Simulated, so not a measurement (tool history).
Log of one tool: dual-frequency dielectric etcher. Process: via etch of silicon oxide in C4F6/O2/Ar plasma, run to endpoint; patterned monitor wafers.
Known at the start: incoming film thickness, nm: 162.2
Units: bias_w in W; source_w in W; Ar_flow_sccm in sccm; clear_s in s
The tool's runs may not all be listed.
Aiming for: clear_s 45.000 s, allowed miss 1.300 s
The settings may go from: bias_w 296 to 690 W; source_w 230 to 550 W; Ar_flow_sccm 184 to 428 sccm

{"run": 1, "hour": 0.0, "bias_w": 493, "source_w": 390, "Ar_flow_sccm": 306, "clear_s": 36.949}
{"run": 2, "hour": 0.9, "bias_w": 551, "source_w": 390, "Ar_flow_sccm": 306, "clear_s": 35.425}
{"run": 3, "hour": 1.6, "bias_w": 551, "source_w": 420, "Ar_flow_sccm": 306, "clear_s": 34.522}
{"run": 4, "hour": 3.2, "bias_w": 551, "source_w": 420, "Ar_flow_sccm": 358, "clear_s": 35.132}
{"run": 5, "hour": 9.0, "bias_w": 551, "source_w": 420, "Ar_flow_sccm": 380, "clear_s": 36.05}
{"run": 6, "hour": 13.4, "bias_w": 510, "source_w": 400, "Ar_flow_sccm": 385, "clear_s": 37.448}
{"run": 7, "hour": 16.6, "bias_w": 475, "source_w": 380, "Ar_flow_sccm": 390, "clear_s": 39.014}
{"run": 8, "hour": 19.4, "bias_w": 447, "source_w": 360, "Ar_flow_sccm": 394, "clear_s": 41.263}

Of the 4 settings listed for the next run, only one would bring every result within its allowed miss of target. Which one?
{"run": "A", "hour": 22.2, "bias_w": 459, "source_w": 330, "Ar_flow_sccm": 428, "clear_s": "?"}
{"run": "B", "hour": 22.2, "bias_w": 469, "source_w": 330, "Ar_flow_sccm": 389, "clear_s": "?"}
{"run": "C", "hour": 22.2, "bias_w": 392, "source_w": 370, "Ar_flow_sccm": 428, "clear_s": "?"}
{"run": "D", "hour": 22.2, "bias_w": 347, "source_w": 360, "Ar_flow_sccm": 428, "clear_s": "?"}

move=A clear_s=42.150
move=B clear_s=41.376
move=C clear_s=42.574
move=D clear_s=44.763
A: closes in on the targets versus the last run, not all within tolerance yet
B: no better and no worse than the last run
C: closes in on the targets versus the last run, not all within tolerance yet
D: all results in spec
Go with D: it meets all targets.
